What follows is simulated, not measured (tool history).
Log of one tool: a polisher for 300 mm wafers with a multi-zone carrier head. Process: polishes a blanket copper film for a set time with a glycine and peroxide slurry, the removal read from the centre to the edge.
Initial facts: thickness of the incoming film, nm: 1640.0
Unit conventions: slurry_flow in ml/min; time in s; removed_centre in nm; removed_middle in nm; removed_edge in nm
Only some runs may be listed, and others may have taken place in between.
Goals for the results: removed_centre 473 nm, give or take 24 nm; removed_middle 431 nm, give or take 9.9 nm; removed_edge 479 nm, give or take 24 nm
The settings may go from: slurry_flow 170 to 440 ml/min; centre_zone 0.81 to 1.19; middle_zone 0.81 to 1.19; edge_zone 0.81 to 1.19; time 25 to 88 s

Run 1, day 0: slurry_flow 280 ml/min, centre_zone 1, middle_zone 1, edge_zone 1, time 56 s. Result: removed_centre 350.41 nm, removed_middle 356.72 nm, removed_edge 345.46 nm.
Run 2, day 0.054: slurry_flow 280 ml/min, centre_zone 1, middle_zone 1, edge_zone 1, time 61 s. Result: removed_centre 378.65 nm, removed_middle 393.45 nm, removed_edge 378.81 nm.
Run 3, day 0.233: slurry_flow 210 ml/min, centre_zone 1, middle_zone 1, edge_zone 1, time 61 s. Result: removed_centre 360.98 nm, removed_middle 375.08 nm, removed_edge 353.19 nm.
Run 4, day 0.512: slurry_flow 270 ml/min, centre_zone 1.03, middle_zone 0.99, edge_zone 1.06, time 62 s. Result: removed_centre 391.05 nm, removed_middle 391.79 nm, removed_edge 394.28 nm.
Run 5, day 0.775: slurry_flow 270 ml/min, centre_zone 1.03, middle_zone 1.07, edge_zone 1.06, time 62 s. Result: removed_centre 402.5 nm, removed_middle 421.36 nm, removed_edge 388.06 nm.
Run 6, day 0.925: slurry_flow 270 ml/min, centre_zone 1.03, middle_zone 1.07, edge_zone 1.01, time 62 s. Result: removed_centre 392.37 nm, removed_middle 418.47 nm, removed_edge 383.89 nm.
Run 7, day 1.183: slurry_flow 310 ml/min, centre_zone 1.05, middle_zone 1.03, edge_zone 1.06, time 63 s. Result: removed_centre 414.94 nm, removed_middle 421.48 nm, removed_edge 398.87 nm.
Run 8, day 1.262: slurry_flow 320 ml/min, centre_zone 1.06, middle_zone 0.98, edge_zone 1.1, time 65 s. Result: removed_centre 427.68 nm, removed_middle 413.7 nm, removed_edge 412.35 nm.
Run 9, day 1.492: slurry_flow 320 ml/min, centre_zone 1.06, middle_zone 0.95, edge_zone 1.13, time 68 s. Result: removed_centre 448.28 nm, removed_middle 426.6 nm, removed_edge 434.4 nm.
Run 10, day 1.842: slurry_flow 310 ml/min, centre_zone 1.05, middle_zone 0.92, edge_zone 1.15, time 70 s. Result: removed_centre 473.3 nm, removed_middle 420.39 nm, removed_edge 441.77 nm.

Next run, 4 choices. One meets every target within its allowed miss, the rest don't. Which?
Run A, day 2.192: slurry_flow 375 ml/min, centre_zone 1.02, middle_zone 0.86, edge_zone 1.1, time 74 s. Result: removed_centre ?, removed_middle ?, removed_edge ?.
Run B, day 2.192: slurry_flow 345 ml/min, centre_zone 1.17, middle_zone 0.85, edge_zone 1.16, time 72 s. Result: removed_centre ?, removed_middle ?, removed_edge ?.
Run C, day 2.192: slurry_flow 335 ml/min, centre_zone 0.89, middle_zone 0.93, edge_zone 1.18, time 73 s. Result: removed_centre ?, removed_middle ?, removed_edge ?.
Run D, day 2.192: slurry_flow 325 ml/min, centre_zone 1.01, middle_zone 0.84, edge_zone 1.15, time 82 s. Result: removed_centre ?, removed_middle ?, removed_edge ?.

move  removed_centre  removed_middle  removed_edge
   A          488.89          432.79        479.91
   B          532.35          413.77        473.37
   C          424.33           451.3        481.45
   D          529.56          464.42        535.19
A: every result within its allowed miss
B: the furthest-off result lands on target, but another misses its tolerance
C: the furthest-off result lands on target, but another misses its tolerance
D: moves the result that the last run missed by most past its target, out the other side
Answer: A

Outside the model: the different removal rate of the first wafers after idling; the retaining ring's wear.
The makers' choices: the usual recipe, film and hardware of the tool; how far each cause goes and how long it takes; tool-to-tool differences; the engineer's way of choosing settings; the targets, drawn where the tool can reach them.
